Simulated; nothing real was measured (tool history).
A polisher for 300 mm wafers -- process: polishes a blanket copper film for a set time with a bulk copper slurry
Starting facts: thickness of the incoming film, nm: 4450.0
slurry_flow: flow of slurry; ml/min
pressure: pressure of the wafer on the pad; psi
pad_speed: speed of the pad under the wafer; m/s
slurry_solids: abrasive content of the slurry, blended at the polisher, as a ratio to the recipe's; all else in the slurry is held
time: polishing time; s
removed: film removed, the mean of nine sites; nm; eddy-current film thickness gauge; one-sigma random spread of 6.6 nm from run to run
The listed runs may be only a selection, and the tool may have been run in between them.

run 1 hour=0.0 | slurry_flow=225 pressure=2.6 pad_speed=1.00 slurry_solids=1.0 time=47 | removed=366.16
run 2 hour=5.2 | slurry_flow=255 pressure=2.6 pad_speed=1.00 slurry_solids=1.0 time=47 | removed=362.85
run 3 hour=9.4 | slurry_flow=255 pressure=2.8 pad_speed=1.00 slurry_solids=1.0 time=47 | removed=381.24
run 4 hour=10.0 | slurry_flow=255 pressure=2.3 pad_speed=1.00 slurry_solids=1.0 time=47 | removed=336.40
run 5 hour=14.8 | slurry_flow=255 pressure=2.7 pad_speed=1.00 slurry_solids=1.0 time=47 | removed=373.36
run 6 hour=17.6 | slurry_flow=255 pressure=2.7 pad_speed=1.00 slurry_solids=1.0 time=42 | removed=335.63

What does the tool deliver on the next run?
run 7 hour=26.3 | slurry_flow=255 pressure=3.0 pad_speed=1.04 slurry_solids=1.0 time=42 | removed=?

{"run 7": {"removed": 373.99}}

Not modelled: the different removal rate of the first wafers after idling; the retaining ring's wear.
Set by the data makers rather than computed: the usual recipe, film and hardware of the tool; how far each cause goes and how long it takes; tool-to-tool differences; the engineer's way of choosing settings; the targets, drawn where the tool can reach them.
